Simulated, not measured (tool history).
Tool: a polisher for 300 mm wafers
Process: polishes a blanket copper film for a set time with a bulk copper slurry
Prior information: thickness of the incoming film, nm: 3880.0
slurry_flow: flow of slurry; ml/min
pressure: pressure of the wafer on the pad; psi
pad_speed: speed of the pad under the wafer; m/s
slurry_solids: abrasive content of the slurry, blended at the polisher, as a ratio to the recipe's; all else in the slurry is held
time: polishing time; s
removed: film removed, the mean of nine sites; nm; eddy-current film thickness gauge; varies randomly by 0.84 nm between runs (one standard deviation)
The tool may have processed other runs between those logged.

{"run": 1, "hour": 0.0, "slurry_flow": 175, "pressure": 1.7, "pad_speed": 0.9, "slurry_solids": 1, "time": 28, "removed": 153.49}
{"run": 2, "hour": 2.3, "slurry_flow": 175, "pressure": 1.7, "pad_speed": 0.9, "slurry_solids": 0.85, "time": 28, "removed": 149.34}
{"run": 3, "hour": 8.5, "slurry_flow": 170, "pressure": 1.6, "pad_speed": 0.9, "slurry_solids": 0.85, "time": 28, "removed": 138.79}
{"run": 4, "hour": 14.5, "slurry_flow": 165, "pressure": 1.5, "pad_speed": 0.9, "slurry_solids": 0.85, "time": 28, "removed": 132.83}
{"run": 5, "hour": 23.2, "slurry_flow": 165, "pressure": 1.5, "pad_speed": 0.9, "slurry_solids": 1, "time": 28, "removed": 139.04}
{"run": 6, "hour": 27.9, "slurry_flow": 165, "pressure": 1.7, "pad_speed": 0.9, "slurry_solids": 1, "time": 28, "removed": 152.76}
{"run": 7, "hour": 30.0, "slurry_flow": 165, "pressure": 1.6, "pad_speed": 0.9, "slurry_solids": 1, "time": 28, "removed": 145.39}
{"run": 8, "hour": 33.2, "slurry_flow": 165, "pressure": 1.5, "pad_speed": 0.9, "slurry_solids": 1, "time": 28, "removed": 137.62}
{"run": 9, "hour": 37.9, "slurry_flow": 165, "pressure": 1.4, "pad_speed": 0.9, "slurry_solids": 1, "time": 28, "removed": 130.21}

The next listed run, before its measurement:
{"run": 10, "hour": 44.4, "slurry_flow": 165, "pressure": 1.3, "pad_speed": 0.9, "slurry_solids": 1, "time": 28, "removed": "?"}

removed: 123.67 nm
